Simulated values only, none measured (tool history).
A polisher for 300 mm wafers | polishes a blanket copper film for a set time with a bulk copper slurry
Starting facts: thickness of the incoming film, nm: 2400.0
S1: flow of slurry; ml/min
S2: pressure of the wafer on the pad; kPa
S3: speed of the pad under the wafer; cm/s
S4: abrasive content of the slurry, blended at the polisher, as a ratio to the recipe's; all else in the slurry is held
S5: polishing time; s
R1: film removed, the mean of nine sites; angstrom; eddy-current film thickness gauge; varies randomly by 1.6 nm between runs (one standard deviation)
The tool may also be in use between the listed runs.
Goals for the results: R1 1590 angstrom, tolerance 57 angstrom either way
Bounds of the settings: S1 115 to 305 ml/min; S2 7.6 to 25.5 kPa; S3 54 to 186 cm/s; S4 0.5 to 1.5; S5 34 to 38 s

run,hour,S1,S2,S3,S4,S5,R1
1,0,195,16.5,118,1,38,3825
2,4.6,195,14.5,108,1,38,3117.2
3,5.3,195,14.5,108,0.95,38,3126.1
4,6.5,195,14.5,108,1.15,38,3183.9
5,10.7,195,18.6,108,1.15,38,3893.2
6,15.7,195,15.9,98,1.15,38,3103.2
7,21.5,195,13.8,92,1.15,38,2603.6
8,28.8,195,12.4,88,1.15,38,2315.3
9,37.7,195,11,86,1.15,38,2058.3

Exactly one of the 4 candidate moves below puts every result within its allowed miss. Which one?
A,46.6,170,11.7,96,1.15,38,?
B,46.6,170,11,72,1.15,35,?
C,46.6,160,13.1,60,1.3,38,?
D,46.6,185,15.9,62,1.1,36,?

move,R1
A,2366.1
B,1590.7
C,1698.7
D,1938.4
A: misses by more than the last run did
B: all results in spec
C: better than the last run, though not everything is in spec
D: better than the last run, though not everything is in spec
B meets every target.

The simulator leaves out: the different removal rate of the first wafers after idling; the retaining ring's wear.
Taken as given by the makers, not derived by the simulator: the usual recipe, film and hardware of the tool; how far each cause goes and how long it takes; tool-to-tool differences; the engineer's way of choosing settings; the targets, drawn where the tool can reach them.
